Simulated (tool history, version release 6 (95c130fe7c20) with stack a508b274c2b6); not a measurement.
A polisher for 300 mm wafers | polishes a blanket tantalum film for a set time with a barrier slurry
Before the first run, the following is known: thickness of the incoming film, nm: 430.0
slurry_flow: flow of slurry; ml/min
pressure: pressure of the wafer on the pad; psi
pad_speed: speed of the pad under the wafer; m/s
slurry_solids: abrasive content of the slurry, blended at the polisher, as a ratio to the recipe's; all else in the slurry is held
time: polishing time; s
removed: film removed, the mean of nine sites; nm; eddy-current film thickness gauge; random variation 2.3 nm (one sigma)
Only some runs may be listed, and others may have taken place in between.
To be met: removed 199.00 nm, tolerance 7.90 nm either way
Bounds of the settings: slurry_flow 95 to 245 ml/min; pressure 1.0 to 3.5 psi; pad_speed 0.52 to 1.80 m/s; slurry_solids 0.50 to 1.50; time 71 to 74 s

run,hour,slurry_flow,pressure,pad_speed,slurry_solids,time,removed
1,0.0,155,2.2,1.16,1.00,71,118.22
2,4.7,125,2.2,1.16,1.00,71,112.21
3,11.2,140,2.5,1.16,1.00,71,131.75
4,13.8,150,2.7,1.16,1.00,71,140.97
5,17.7,155,2.9,1.16,1.00,71,154.18
# hour 18.6: worn pad replaced by a new one
6,18.6,170,2.9,1.16,1.00,71,174.47
7,25.6,180,2.9,1.16,1.00,71,169.57
8,27.7,195,2.9,1.16,1.00,71,171.17

Of the 5 settings listed for the next run, only one would bring every result within its allowed miss of target. Which one?
A,29.8,220,3.2,1.26,1.00,74,?
B,29.8,160,3.2,1.24,0.95,74,?
C,29.8,220,2.8,1.16,1.10,71,?
D,29.8,180,2.7,1.02,1.05,71,?
E,29.8,125,2.6,1.12,1.05,73,?

move,removed
A,215.50
B,199.24
C,172.08
D,140.75
E,142.43
A: the result that was furthest off in the last run now lies on the other side of its target
B: every result lands within tolerance
C: neither nearer nor further off than the last run
D: moves away from the targets compared with the last run
E: moves away from the targets compared with the last run
B meets every target.
